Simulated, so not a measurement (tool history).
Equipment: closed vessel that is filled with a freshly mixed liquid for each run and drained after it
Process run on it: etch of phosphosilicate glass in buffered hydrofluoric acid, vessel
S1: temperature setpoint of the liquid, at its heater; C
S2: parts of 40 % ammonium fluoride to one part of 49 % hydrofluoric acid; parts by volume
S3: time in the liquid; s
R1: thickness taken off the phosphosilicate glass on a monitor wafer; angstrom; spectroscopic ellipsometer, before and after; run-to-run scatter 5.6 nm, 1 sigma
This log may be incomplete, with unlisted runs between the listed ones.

run  hour    S1    S2  S3      R1
  1   0.0  20.0  14.5  85  2533.6
  2   6.3  22.0  13.0  85  3146.1
  3   8.6  22.0  13.0  85  3124.8
  4  16.6  23.5  12.0  85  3718.9
  5  25.4  23.5  12.0  90  3925.3
  6  32.6  24.5  11.5  90  4354.3
  7  33.5  25.5  11.0  90  4781.4

Run 8, settings as shown, results not yet in. Your forecast:
  8  34.6  26.0  10.5  90   ?

Run 8 produced R1 5136.0 angstrom.
